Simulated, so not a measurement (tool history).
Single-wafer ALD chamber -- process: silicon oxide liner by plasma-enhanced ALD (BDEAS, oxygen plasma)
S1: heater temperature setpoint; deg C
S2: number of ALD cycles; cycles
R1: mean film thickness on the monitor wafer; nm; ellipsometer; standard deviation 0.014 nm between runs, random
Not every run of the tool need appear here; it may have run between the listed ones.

{"run": 1, "hour": 0.0, "S1": 315, "S2": 41, "R1": 3.619}
{"run": 2, "hour": 8.5, "S1": 315, "S2": 45, "R1": 3.9433}
{"run": 3, "hour": 13.8, "S1": 319, "S2": 45, "R1": 3.9247}
{"run": 4, "hour": 19.4, "S1": 320, "S2": 43, "R1": 3.7716}
{"run": 5, "hour": 19.9, "S1": 320, "S2": 46, "R1": 4.0371}
{"run": 6, "hour": 27.2, "S1": 320, "S2": 44, "R1": 3.8215}
{"run": 7, "hour": 35.6, "S1": 324, "S2": 37, "R1": 3.2505}
{"run": 8, "hour": 40.3, "S1": 324, "S2": 36, "R1": 3.1459}

The next listed run, before its measurement:
{"run": 9, "hour": 41.1, "S1": 324, "S2": 35, "R1": "?"}

{"run 9": {"R1": 3.0434}}
